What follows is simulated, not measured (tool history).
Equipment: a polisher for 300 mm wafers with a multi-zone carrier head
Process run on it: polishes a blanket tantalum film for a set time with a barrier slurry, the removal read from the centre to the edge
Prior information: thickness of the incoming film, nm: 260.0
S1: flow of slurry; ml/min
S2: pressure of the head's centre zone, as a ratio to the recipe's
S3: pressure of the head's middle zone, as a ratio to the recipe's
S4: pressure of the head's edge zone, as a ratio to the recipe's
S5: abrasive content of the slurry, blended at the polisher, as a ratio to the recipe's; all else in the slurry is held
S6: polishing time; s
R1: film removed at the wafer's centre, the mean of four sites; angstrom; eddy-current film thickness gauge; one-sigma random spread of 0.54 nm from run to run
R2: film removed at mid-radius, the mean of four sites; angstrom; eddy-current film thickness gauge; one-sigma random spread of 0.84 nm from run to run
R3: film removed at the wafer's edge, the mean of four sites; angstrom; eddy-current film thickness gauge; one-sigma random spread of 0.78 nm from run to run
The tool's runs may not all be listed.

run,hour,S1,S2,S3,S4,S5,S6,R1,R2,R3
1,0,210,1,1,1,1,34,819.46,790.54,812.25
2,3.2,210,1,0.99,0.98,0.9,33,783.26,738.14,765.1
3,11.7,210,0.99,0.99,0.96,0.85,32,738.56,713.15,735.57
4,12.9,210,0.99,0.99,0.96,0.85,27,617.76,600.35,619.6
5,19.4,210,0.92,0.99,0.96,0.85,27,566.01,605.3,619.32
6,20.1,210,0.92,0.99,0.96,0.75,27,562.68,582.44,610.96

Run 7 is up next; what results do you expect?
7,28.8,215,0.93,0.99,0.95,0.75,27,?,?,?

Logged for run 7: R1 584.31 angstrom, R2 592.33 angstrom, R3 597.72 angstrom.
